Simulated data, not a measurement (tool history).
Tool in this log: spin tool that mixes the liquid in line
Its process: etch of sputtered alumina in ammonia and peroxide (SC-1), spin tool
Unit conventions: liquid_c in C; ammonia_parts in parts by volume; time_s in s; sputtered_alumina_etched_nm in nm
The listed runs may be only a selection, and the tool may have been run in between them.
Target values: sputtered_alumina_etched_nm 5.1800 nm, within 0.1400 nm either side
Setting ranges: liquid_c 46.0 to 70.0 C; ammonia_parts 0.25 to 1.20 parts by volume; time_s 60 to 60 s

run 1 hour=0.0 | liquid_c=62.0 ammonia_parts=0.95 time_s=60 | sputtered_alumina_etched_nm=9.2370
run 2 hour=0.9 | liquid_c=58.5 ammonia_parts=0.95 time_s=60 | sputtered_alumina_etched_nm=7.8005
run 3 hour=3.8 | liquid_c=63.5 ammonia_parts=0.95 time_s=60 | sputtered_alumina_etched_nm=9.8676
run 4 hour=5.5 | liquid_c=67.5 ammonia_parts=0.95 time_s=60 | sputtered_alumina_etched_nm=12.1720
run 5 hour=13.6 | liquid_c=67.5 ammonia_parts=0.80 time_s=60 | sputtered_alumina_etched_nm=12.0750
run 6 hour=17.3 | liquid_c=67.5 ammonia_parts=1.05 time_s=60 | sputtered_alumina_etched_nm=12.3100
run 7 hour=22.9 | liquid_c=62.0 ammonia_parts=1.05 time_s=60 | sputtered_alumina_etched_nm=9.5141
run 8 hour=29.8 | liquid_c=58.0 ammonia_parts=1.05 time_s=60 | sputtered_alumina_etched_nm=7.5803
run 9 hour=32.4 | liquid_c=50.0 ammonia_parts=1.05 time_s=60 | sputtered_alumina_etched_nm=4.9710

Which one of the following 4 next-run settings gets every result inside its allowed miss? There is exactly one.
run A hour=35.0 | liquid_c=51.5 ammonia_parts=1.20 time_s=60 | sputtered_alumina_etched_nm=?
run B hour=35.0 | liquid_c=52.5 ammonia_parts=0.80 time_s=60 | sputtered_alumina_etched_nm=?
run C hour=35.0 | liquid_c=52.0 ammonia_parts=1.20 time_s=60 | sputtered_alumina_etched_nm=?
run D hour=35.0 | liquid_c=52.0 ammonia_parts=0.50 time_s=60 | sputtered_alumina_etched_nm=?

move=A sputtered_alumina_etched_nm=5.4356
move=B sputtered_alumina_etched_nm=5.5210
move=C sputtered_alumina_etched_nm=5.5852
move=D sputtered_alumina_etched_nm=5.1387
A: pushes the last run's worst result past its target
B: pushes the last run's worst result past its target
C: pushes the last run's worst result past its target
D: all results land within tolerance of their targets
Go with D: it meets all targets.
